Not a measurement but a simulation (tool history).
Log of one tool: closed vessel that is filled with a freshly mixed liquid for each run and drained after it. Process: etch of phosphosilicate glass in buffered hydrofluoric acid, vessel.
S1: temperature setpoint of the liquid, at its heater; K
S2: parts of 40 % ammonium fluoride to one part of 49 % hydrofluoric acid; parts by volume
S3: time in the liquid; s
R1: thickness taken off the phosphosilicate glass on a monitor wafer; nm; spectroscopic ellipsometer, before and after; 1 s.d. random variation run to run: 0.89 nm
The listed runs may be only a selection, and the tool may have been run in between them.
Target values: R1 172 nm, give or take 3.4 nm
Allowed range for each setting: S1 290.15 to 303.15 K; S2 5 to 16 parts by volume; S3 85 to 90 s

run	hour	S1	S2	S3	R1
1	0	295.15	9.5	85	357.28
2	3.5	297.15	9.5	85	393.96
3	7.1	294.65	11	85	303.24
4	11.5	294.65	11	85	305.12
5	19	296.15	11	85	329.45
6	22.3	296.15	11	90	345.07
7	27.2	294.15	12.5	90	273.97
8	32.9	292.65	13.5	90	236.62
9	37.7	291.65	14	90	213.96
10	46	291.15	14.5	90	200.59
11	47.8	290.65	15	90	189.5
12	56.5	290.65	15.5	90	184.08

Below are 4 possible settings for the next run. Only one of them brings all results inside the allowed miss of their targets. Which is it?
A	65.2	291.15	16	85	?
B	65.2	290.65	15	85	?
C	65.2	292.15	15.5	90	?
D	65.2	290.15	16	85	?

move	R1
A	172.58
B	178.8
C	199.39
D	163.12
A: meets every target
B: closer than the last run, but not yet in spec
C: further off than the last run
D: the result that was furthest off in the last run now lies on the other side of its target
The right move is A.
